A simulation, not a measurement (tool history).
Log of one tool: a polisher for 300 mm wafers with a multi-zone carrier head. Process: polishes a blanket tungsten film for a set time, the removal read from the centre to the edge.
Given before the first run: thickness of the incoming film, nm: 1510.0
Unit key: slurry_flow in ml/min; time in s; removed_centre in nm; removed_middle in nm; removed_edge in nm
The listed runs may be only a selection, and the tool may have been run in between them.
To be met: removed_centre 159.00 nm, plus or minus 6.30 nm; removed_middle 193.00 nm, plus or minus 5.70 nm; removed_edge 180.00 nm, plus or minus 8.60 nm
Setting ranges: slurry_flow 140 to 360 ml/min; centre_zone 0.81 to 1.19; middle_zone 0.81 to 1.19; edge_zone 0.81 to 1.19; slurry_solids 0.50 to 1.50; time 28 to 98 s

| run | hour | slurry_flow | centre_zone | middle_zone | edge_zone | slurry_solids | time | removed_centre | removed_middle | removed_edge |
|---|---|---|---|---|---|---|---|---|---|---|
| 1 | 0.0 | 230 | 1.00 | 1.00 | 1.00 | 1.00 | 63 | 266.46 | 272.46 | 280.62 |
| 2 | 7.8 | 200 | 1.00 | 1.00 | 1.00 | 1.00 | 63 | 263.20 | 271.06 | 264.31 |
| 3 | 11.2 | 200 | 1.00 | 1.00 | 1.00 | 1.00 | 75 | 312.26 | 323.24 | 311.99 |
| 4 | 19.4 | 200 | 1.00 | 1.00 | 1.00 | 1.00 | 65 | 282.23 | 278.59 | 275.49 |
| 5 | 21.9 | 200 | 0.96 | 1.01 | 0.98 | 0.90 | 60 | 238.31 | 252.95 | 246.16 |
| 6 | 23.9 | 200 | 0.96 | 1.01 | 0.98 | 0.70 | 60 | 223.89 | 231.42 | 228.59 |
| 7 | 26.9 | 195 | 0.93 | 1.02 | 0.97 | 0.65 | 58 | 204.17 | 222.07 | 212.70 |
| 8 | 31.5 | 190 | 0.90 | 1.02 | 0.96 | 0.60 | 57 | 191.96 | 213.72 | 207.48 |
| 9 | 38.1 | 185 | 0.82 | 1.05 | 0.86 | 0.50 | 50 | 146.16 | 179.43 | 161.46 |
| 10 | 41.2 | 195 | 0.83 | 1.05 | 0.89 | 0.50 | 50 | 147.53 | 182.31 | 167.21 |
| 11 | 43.4 | 200 | 0.84 | 1.05 | 0.90 | 0.50 | 50 | 152.59 | 180.46 | 170.24 |
| 12 | 48.3 | 200 | 0.84 | 1.06 | 0.91 | 0.50 | 50 | 152.36 | 183.01 | 170.06 |
| 13 | 55.9 | 205 | 0.84 | 1.07 | 0.92 | 0.50 | 50 | 152.17 | 185.47 | 171.95 |
| 14 | 61.8 | 210 | 0.85 | 1.08 | 0.93 | 0.50 | 50 | 152.48 | 188.43 | 172.21 |
| 15 | 64.6 | 225 | 0.87 | 1.07 | 0.98 | 0.60 | 50 | 167.94 | 199.11 | 189.28 |

Which single option among these 5 for the next run brings every result within its allowed miss of target? Just one does.
| A | 67.4 | 230 | 0.83 | 1.08 | 1.01 | 0.65 | 44 | ? | ? | ? |
| B | 67.4 | 220 | 0.89 | 1.13 | 1.10 | 0.60 | 47 | ? | ? | ? |
| C | 67.4 | 195 | 0.85 | 0.99 | 0.98 | 0.70 | 47 | ? | ? | ? |
| D | 67.4 | 320 | 0.91 | 1.14 | 0.90 | 0.60 | 45 | ? | ? | ? |
| E | 67.4 | 210 | 1.02 | 1.08 | 0.92 | 0.50 | 49 | ? | ? | ? |

| move | removed_centre | removed_middle | removed_edge |
|---|---|---|---|
| A | 143.07 | 179.26 | 162.13 |
| B | 156.75 | 193.43 | 173.66 |
| C | 155.98 | 178.68 | 173.15 |
| D | 158.61 | 193.12 | 159.13 |
| E | 171.12 | 182.49 | 160.38 |
A: takes the biggest miss from the last run beyond its target
B: meets every target
C: gets the furthest-off result to its target, but another result is out of tolerance
D: gets the furthest-off result to its target, but another result is out of tolerance
E: the biggest miss grows against the last run
The right move is B.

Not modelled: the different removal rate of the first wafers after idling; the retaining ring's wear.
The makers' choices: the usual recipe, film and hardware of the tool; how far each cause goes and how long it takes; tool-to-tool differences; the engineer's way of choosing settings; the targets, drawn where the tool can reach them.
